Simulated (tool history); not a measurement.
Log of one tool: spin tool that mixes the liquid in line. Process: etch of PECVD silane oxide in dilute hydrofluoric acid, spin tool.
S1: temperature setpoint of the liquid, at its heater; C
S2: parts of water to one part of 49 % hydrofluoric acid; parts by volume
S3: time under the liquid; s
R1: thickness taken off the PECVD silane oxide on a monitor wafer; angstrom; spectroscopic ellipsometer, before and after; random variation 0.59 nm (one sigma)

{"run": 1, "hour": 0.0, "S1": 22, "S2": 160, "S3": 100, "R1": 268.87}
{"run": 2, "hour": 1.6, "S1": 24, "S2": 125, "S3": 100, "R1": 380.4}
{"run": 3, "hour": 4.9, "S1": 25.5, "S2": 100, "S3": 100, "R1": 529.4}
{"run": 4, "hour": 9.8, "S1": 25.5, "S2": 100, "S3": 80, "R1": 416.46}
{"run": 5, "hour": 10.7, "S1": 25.5, "S2": 100, "S3": 80, "R1": 423.44}
{"run": 6, "hour": 14.3, "S1": 23.5, "S2": 100, "S3": 80, "R1": 392.92}
{"run": 7, "hour": 19.4, "S1": 25, "S2": 80, "S3": 80, "R1": 532.37}
{"run": 8, "hour": 24.7, "S1": 25, "S2": 80, "S3": 80, "R1": 532.79}
{"run": 9, "hour": 29.0, "S1": 26, "S2": 70, "S3": 80, "R1": 638.81}
{"run": 10, "hour": 32.6, "S1": 27, "S2": 65, "S3": 80, "R1": 724.97}
{"run": 11, "hour": 38.0, "S1": 28, "S2": 65, "S3": 80, "R1": 750.25}
{"run": 12, "hour": 38.7, "S1": 28.5, "S2": 60, "S3": 80, "R1": 846.78}

Forecast run 13:
{"run": 13, "hour": 47.3, "S1": 29, "S2": 60, "S3": 80, "R1": "?"}

{"run 13": {"R1": 852.52}}

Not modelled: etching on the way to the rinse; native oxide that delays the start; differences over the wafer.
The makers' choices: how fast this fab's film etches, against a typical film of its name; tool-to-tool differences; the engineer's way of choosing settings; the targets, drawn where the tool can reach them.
